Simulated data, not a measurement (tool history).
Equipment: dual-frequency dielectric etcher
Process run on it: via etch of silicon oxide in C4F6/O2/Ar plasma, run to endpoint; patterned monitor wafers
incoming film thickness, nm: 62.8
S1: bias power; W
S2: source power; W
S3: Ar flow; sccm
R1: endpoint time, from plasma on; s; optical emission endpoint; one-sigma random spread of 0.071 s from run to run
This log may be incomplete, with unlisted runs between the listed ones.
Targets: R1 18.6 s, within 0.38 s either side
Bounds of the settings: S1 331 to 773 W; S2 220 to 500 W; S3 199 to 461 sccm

| run | day | S1 | S2 | S3 | R1 |
|---|---|---|---|---|---|
| 1 | 0 | 552 | 360 | 330 | 14.569 |
| 2 | 0.108 | 510 | 360 | 330 | 14.95 |
| 3 | 0.275 | 510 | 300 | 330 | 15.817 |
| 4 | 0.308 | 510 | 350 | 330 | 15.087 |
| 5 | 0.362 | 510 | 320 | 330 | 15.565 |
| 6 | 0.442 | 445 | 320 | 330 | 16.264 |
| 7 | 0.767 | 445 | 320 | 330 | 16.369 |
| 8 | 0.896 | 410 | 310 | 334 | 17.049 |
| 9 | 1.2 | 386 | 300 | 337 | 17.486 |
| 10 | 1.488 | 369 | 290 | 339 | 17.972 |

4 candidate next runs follow, results not yet known. Just one meets every target within its allowed miss. Identify it.
| A | 1.775 | 346 | 240 | 348 | ? |
| B | 1.775 | 376 | 270 | 401 | ? |
| C | 1.775 | 331 | 250 | 413 | ? |
| D | 1.775 | 407 | 290 | 335 | ? |

| move | R1 |
|---|---|
| A | 19.502 |
| B | 18.593 |
| C | 19.925 |
| D | 17.433 |
A: carries the result that was furthest off beyond its target, to the other side
B: meets every target
C: carries the result that was furthest off beyond its target, to the other side
D: its largest miss is bigger than the last run's
Move B is the one to make.
